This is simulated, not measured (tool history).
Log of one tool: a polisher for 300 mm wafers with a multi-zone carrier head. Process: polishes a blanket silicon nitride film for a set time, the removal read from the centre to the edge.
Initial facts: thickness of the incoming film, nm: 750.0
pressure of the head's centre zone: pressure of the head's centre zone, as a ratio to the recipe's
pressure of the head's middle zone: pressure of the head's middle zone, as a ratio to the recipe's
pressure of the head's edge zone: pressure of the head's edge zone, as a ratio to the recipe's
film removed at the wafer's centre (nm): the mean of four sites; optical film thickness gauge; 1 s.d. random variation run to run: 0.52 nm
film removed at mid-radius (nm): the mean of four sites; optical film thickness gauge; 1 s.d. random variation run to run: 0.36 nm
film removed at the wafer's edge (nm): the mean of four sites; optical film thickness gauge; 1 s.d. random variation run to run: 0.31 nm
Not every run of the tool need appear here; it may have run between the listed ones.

run	hour	flow of slurry (ml/min)	pressure of the head's centre zone	pressure of the head's middle zone	pressure of the head's edge zone	polishing time (s)	film removed at the wafer's centre (nm)	film removed at mid-radius (nm)	film removed at the wafer's edge (nm)
1	0	290	1	1	1	37	51.688	51.939	51.93
2	6	245	1	1	1	37	51.401	49.962	50.223
3	9	245	1	1	1	28	39.194	37.824	37.886
4	12.7	270	1.01	1.01	1.01	28	40.53	38.456	38.569
5	19.9	270	1.01	1.04	1.01	28	38.674	39.943	38.796
6	25.9	290	1.02	1.04	1.02	28	40.302	39.866	38.77
7	27.4	305	1.02	1.04	1.04	28	40.897	40.333	39.931

Predict the results of run 8:
8	31.2	325	1.02	1.05	1.05	28	?	?	?

film removed at the wafer's centre (nm): 42.284
film removed at mid-radius (nm): 41.257
film removed at the wafer's edge (nm): 40.535
